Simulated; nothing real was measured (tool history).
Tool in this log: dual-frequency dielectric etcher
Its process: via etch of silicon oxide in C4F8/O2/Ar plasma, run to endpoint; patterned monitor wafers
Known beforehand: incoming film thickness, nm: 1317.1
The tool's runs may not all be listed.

run  hour  source power (W)  bias power (W)  endpoint time (s)
  1   0.0              1650            1676             242.21
  2   4.2              1590            1648             244.20
  3   6.0              1530            1604             250.09
  4   8.4              1530            1828             240.31
  5  14.6              1470            1780             250.20
  6  18.7              1470            1485             255.61
  7  24.0              1420            1461             258.30

For run 8, what comes out?
  8  31.1              1370            1437                  ?

endpoint time (s): 270.82
